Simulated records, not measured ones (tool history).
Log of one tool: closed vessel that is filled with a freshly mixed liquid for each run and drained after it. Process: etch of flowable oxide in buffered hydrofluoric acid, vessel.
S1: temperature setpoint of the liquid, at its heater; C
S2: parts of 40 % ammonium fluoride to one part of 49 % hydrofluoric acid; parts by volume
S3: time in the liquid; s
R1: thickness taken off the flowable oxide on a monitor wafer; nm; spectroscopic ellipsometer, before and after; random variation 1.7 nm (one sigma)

| run | hour | S1 | S2 | S3 | R1 |
|---|---|---|---|---|---|
| 1 | 0 | 24 | 22 | 95 | 125.34 |
| 2 | 1.7 | 24 | 22 | 105 | 135.91 |
| 3 | 3 | 25.5 | 22 | 105 | 146.02 |
| 4 | 9.8 | 27 | 22 | 105 | 160.79 |
| 5 | 18.4 | 27 | 22 | 95 | 146.4 |
| 6 | 23.2 | 25 | 22 | 95 | 130.58 |
| 7 | 24.3 | 26.5 | 22 | 95 | 141.4 |
| 8 | 33 | 26.5 | 22 | 95 | 142.24 |
| 9 | 34.8 | 27.5 | 22 | 95 | 147.59 |
| 10 | 36.3 | 28.5 | 22 | 95 | 156.9 |

The next listed run, before its measurement:
| 11 | 40 | 29 | 22 | 95 | ? |

Run 11 gave R1 163.69 nm.

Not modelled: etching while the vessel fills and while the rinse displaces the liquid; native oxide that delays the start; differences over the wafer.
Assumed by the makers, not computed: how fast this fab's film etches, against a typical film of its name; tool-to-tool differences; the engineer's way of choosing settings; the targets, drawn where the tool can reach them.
